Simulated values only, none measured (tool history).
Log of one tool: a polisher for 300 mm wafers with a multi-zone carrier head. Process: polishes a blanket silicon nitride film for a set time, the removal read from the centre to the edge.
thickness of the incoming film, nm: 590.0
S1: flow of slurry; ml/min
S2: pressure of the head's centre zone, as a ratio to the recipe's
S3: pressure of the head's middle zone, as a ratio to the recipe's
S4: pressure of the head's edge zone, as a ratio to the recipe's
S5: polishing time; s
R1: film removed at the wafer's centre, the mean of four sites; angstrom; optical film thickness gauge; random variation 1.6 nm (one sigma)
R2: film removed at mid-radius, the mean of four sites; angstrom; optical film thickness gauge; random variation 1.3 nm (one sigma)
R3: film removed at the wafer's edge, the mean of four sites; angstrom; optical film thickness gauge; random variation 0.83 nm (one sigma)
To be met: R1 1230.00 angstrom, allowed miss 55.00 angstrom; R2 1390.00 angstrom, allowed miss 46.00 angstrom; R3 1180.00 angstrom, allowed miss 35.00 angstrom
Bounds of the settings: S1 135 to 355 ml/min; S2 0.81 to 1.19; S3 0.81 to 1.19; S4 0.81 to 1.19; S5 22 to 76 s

run,hour,S1,S2,S3,S4,S5,R1,R2,R3
1,0.0,225,1.00,1.00,1.00,49,1001.90,1004.80,1004.60
2,7.5,240,1.01,1.05,1.01,51,1031.50,1122.00,1061.50
3,13.6,265,1.01,1.05,1.01,51,1041.60,1112.20,1062.60
4,18.9,265,1.04,1.08,1.01,52,1084.10,1169.10,1100.20
5,27.8,265,1.04,1.08,1.01,45,926.53,1012.60,938.76
6,31.0,265,1.10,1.08,1.01,45,999.01,999.52,942.52
7,37.2,270,1.10,1.11,1.00,48,1076.90,1117.20,992.40
8,45.0,270,1.10,1.13,1.01,50,1100.40,1187.50,1046.00

5 next moves are on the table. One of them brings every result within its allowed miss. Which?
A,52.8,310,1.09,1.11,0.84,52,?,?,?
B,52.8,275,1.06,1.15,0.94,58,?,?,?
C,52.8,270,0.91,0.84,1.19,56,?,?,?
D,52.8,270,1.03,1.18,1.04,45,?,?,?
E,52.8,355,0.91,1.15,1.16,56,?,?,?

move,R1,R2,R3
A,1169.80,1213.70,1035.50
B,1261.60,1381.90,1182.80
C,1071.90,1023.10,1234.80
D,954.53,1094.60,944.87
E,1100.50,1362.20,1239.50
A: nearer than the last run, and not there yet
B: meets every target
C: further off than the last run
D: further off than the last run
E: brings the result that was furthest off to its target, and leaves another outside
Answer: B
